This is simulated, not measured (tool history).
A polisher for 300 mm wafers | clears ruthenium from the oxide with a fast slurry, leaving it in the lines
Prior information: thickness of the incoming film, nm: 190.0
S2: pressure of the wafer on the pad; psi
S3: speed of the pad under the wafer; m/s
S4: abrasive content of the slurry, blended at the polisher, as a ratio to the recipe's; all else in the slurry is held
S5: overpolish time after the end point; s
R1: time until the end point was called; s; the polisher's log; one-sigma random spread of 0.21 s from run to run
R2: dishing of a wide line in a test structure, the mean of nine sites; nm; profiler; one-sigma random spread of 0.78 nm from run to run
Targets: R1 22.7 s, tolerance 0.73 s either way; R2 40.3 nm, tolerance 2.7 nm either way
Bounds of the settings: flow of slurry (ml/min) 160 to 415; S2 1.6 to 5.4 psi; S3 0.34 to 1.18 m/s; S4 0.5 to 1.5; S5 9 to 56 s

Run 1, hour 0: flow of slurry (ml/min) 265, S2 3.5 psi, S3 0.76 m/s, S4 1, S5 29 s. Result: R1 36.653 s, R2 56.446 nm.
Run 2, hour 5.8: flow of slurry (ml/min) 265, S2 2.7 psi, S3 0.76 m/s, S4 1, S5 29 s. Result: R1 46.693 s, R2 50.73 nm.
Run 3, hour 12.4: flow of slurry (ml/min) 265, S2 2.2 psi, S3 0.76 m/s, S4 1, S5 29 s. Result: R1 54.397 s, R2 46.465 nm.
Run 4, hour 20: flow of slurry (ml/min) 230, S2 2.2 psi, S3 0.76 m/s, S4 1, S5 29 s. Result: R1 56.343 s, R2 45.171 nm.
Run 5, hour 20.7: flow of slurry (ml/min) 230, S2 2.2 psi, S3 0.76 m/s, S4 1.2, S5 29 s. Result: R1 52.057 s, R2 47.916 nm.
Run 6, hour 28.1: flow of slurry (ml/min) 230, S2 2.2 psi, S3 0.66 m/s, S4 1.2, S5 29 s. Result: R1 57.797 s, R2 46.145 nm.
Run 7, hour 34.4: flow of slurry (ml/min) 255, S2 3.2 psi, S3 0.62 m/s, S4 1.4, S5 15 s. Result: R1 42.036 s, R2 38.083 nm.
Run 8, hour 41.2: flow of slurry (ml/min) 260, S2 3.5 psi, S3 0.62 m/s, S4 1.4, S5 14 s. Result: R1 38.895 s, R2 38.855 nm.
Run 9, hour 50.2: flow of slurry (ml/min) 270, S2 3.7 psi, S3 0.62 m/s, S4 1.4, S5 13 s. Result: R1 37.074 s, R2 38.403 nm.
Run 10, hour 58.4: flow of slurry (ml/min) 275, S2 3.9 psi, S3 0.62 m/s, S4 1.4, S5 12 s. Result: R1 34.972 s, R2 36.4 nm.
Run 11, hour 61.9: flow of slurry (ml/min) 275, S2 4.1 psi, S3 0.62 m/s, S4 1.4, S5 13 s. Result: R1 33.698 s, R2 38.669 nm.
Run 12, hour 69.3: flow of slurry (ml/min) 275, S2 4.3 psi, S3 0.62 m/s, S4 1.4, S5 13 s. Result: R1 32.631 s, R2 40.167 nm.
Run 13, hour 75.9: flow of slurry (ml/min) 285, S2 4.4 psi, S3 0.62 m/s, S4 1.4, S5 12 s. Result: R1 31.079 s, R2 39.025 nm.
Run 14, hour 83.2: flow of slurry (ml/min) 330, S2 5.4 psi, S3 0.62 m/s, S4 1.4, S5 11 s. Result: R1 25.663 s, R2 41.368 nm.
Run 15, hour 88.3: flow of slurry (ml/min) 330, S2 5.4 psi, S3 0.64 m/s, S4 1.4, S5 11 s. Result: R1 24.99 s, R2 43.859 nm.
Run 16, hour 96: flow of slurry (ml/min) 305, S2 5.4 psi, S3 0.64 m/s, S4 1.4, S5 11 s. Result: R1 25.29 s, R2 42.091 nm.
Run 17, hour 97.5: flow of slurry (ml/min) 290, S2 5.4 psi, S3 0.66 m/s, S4 1.4, S5 11 s. Result: R1 24.522 s, R2 42.554 nm.
Run 18, hour 100.1: flow of slurry (ml/min) 280, S2 5.4 psi, S3 0.66 m/s, S4 1.4, S5 11 s. Result: R1 24.291 s, R2 42.795 nm.
Run 19, hour 105.9: flow of slurry (ml/min) 270, S2 5.4 psi, S3 0.66 m/s, S4 1.4, S5 11 s. Result: R1 24.924 s, R2 43.317 nm.
Run 20, hour 108.5: flow of slurry (ml/min) 345, S2 5.3 psi, S3 0.66 m/s, S4 1.4, S5 9 s. Result: R1 25.146 s, R2 38.662 nm.

Which of these 5 next moves meets every target?
Run A, hour 111.1: flow of slurry (ml/min) 345, S2 5.4 psi, S3 0.64 m/s, S4 1.5, S5 10 s. Result: R1 ?, R2 ?.
Run B, hour 111.1: flow of slurry (ml/min) 380, S2 5.4 psi, S3 0.7 m/s, S4 1.5, S5 9 s. Result: R1 ?, R2 ?.
Run C, hour 111.1: flow of slurry (ml/min) 370, S2 5.2 psi, S3 0.7 m/s, S4 1.35, S5 10 s. Result: R1 ?, R2 ?.
Run D, hour 111.1: flow of slurry (ml/min) 385, S2 4.6 psi, S3 0.76 m/s, S4 1.5, S5 10 s. Result: R1 ?, R2 ?.
Run E, hour 111.1: flow of slurry (ml/min) 370, S2 5.1 psi, S3 0.68 m/s, S4 1.5, S5 10 s. Result: R1 ?, R2 ?.

move      R1      R2
   A  24.224  40.698
   B  22.394  40.103
   C  24.039  40.867
   D  24.196  40.724
   E  24.188  40.731
A: an improvement on the last run, though not all results are within tolerance
B: hits every target within its allowed miss
C: an improvement on the last run, though not all results are within tolerance
D: an improvement on the last run, though not all results are within tolerance
E: an improvement on the last run, though not all results are within tolerance
Correct choice: B, which meets every target
